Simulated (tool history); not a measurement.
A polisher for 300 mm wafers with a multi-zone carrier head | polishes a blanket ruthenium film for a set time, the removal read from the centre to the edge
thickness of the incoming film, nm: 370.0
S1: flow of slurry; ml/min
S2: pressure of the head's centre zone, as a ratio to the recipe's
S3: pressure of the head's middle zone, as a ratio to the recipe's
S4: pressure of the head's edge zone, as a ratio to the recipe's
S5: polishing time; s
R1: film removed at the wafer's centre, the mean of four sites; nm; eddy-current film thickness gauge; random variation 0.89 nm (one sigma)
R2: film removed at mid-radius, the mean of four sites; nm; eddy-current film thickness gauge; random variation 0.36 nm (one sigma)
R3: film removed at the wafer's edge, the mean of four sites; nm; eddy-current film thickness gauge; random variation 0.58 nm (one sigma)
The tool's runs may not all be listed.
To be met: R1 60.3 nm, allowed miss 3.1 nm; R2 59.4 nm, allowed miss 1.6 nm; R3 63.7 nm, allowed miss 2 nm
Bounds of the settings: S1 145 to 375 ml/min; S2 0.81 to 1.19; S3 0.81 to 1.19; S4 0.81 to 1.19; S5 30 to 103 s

| run | hour | S1 | S2 | S3 | S4 | S5 | R1 | R2 | R3 |
|---|---|---|---|---|---|---|---|---|---|
| 1 | 0 | 240 | 1 | 1 | 1 | 66 | 89.886 | 92.47 | 95.17 |
| 2 | 1.6 | 230 | 0.98 | 0.96 | 0.96 | 59 | 80.968 | 80.561 | 82.833 |
| 3 | 7.4 | 230 | 0.98 | 0.96 | 0.92 | 59 | 78.606 | 80.992 | 79.963 |
| 4 | 11.8 | 230 | 0.98 | 0.96 | 0.92 | 73 | 101.1 | 99.596 | 99.2 |
| 5 | 18.6 | 230 | 0.98 | 0.96 | 0.84 | 73 | 99.791 | 99.258 | 95.487 |
| 6 | 23.1 | 230 | 0.9 | 0.96 | 0.84 | 73 | 91.837 | 98.492 | 94.758 |
| 7 | 26.8 | 220 | 0.89 | 0.91 | 0.84 | 66 | 82.543 | 85.252 | 86.191 |
| 8 | 30.9 | 215 | 0.89 | 0.89 | 0.83 | 60 | 75.106 | 75.59 | 77.105 |
| 9 | 36.3 | 205 | 0.88 | 0.87 | 0.83 | 57 | 69.791 | 69.928 | 72.251 |
| 10 | 43 | 205 | 0.88 | 0.87 | 0.83 | 57 | 69.414 | 69.675 | 74.18 |
| 11 | 49.9 | 205 | 0.88 | 0.87 | 0.82 | 54 | 64.424 | 66.54 | 68.253 |
| 12 | 57.7 | 195 | 0.88 | 0.86 | 0.82 | 53 | 62.841 | 63.944 | 66.626 |
| 13 | 64.4 | 165 | 0.88 | 0.82 | 0.81 | 51 | 59.286 | 57.804 | 62.204 |

4 next moves are on the table. One of them brings every result within its allowed miss. Which?
| A | 71.1 | 185 | 0.95 | 0.9 | 0.81 | 48 | ? | ? | ? |
| B | 71.1 | 145 | 0.99 | 0.81 | 0.85 | 51 | ? | ? | ? |
| C | 71.1 | 180 | 0.94 | 0.83 | 0.82 | 48 | ? | ? | ? |
| D | 71.1 | 170 | 0.92 | 0.88 | 0.88 | 50 | ? | ? | ? |

| move | R1 | R2 | R3 |
|---|---|---|---|
| A | 60.412 | 60.449 | 58.819 |
| B | 63.089 | 55.928 | 61.588 |
| C | 59.404 | 56.266 | 58.973 |
| D | 59.822 | 60.823 | 62.847 |
A: brings the result that was furthest off to its target, and leaves another outside
B: further off than the last run
C: further off than the last run
D: meets every target
The right move is D.
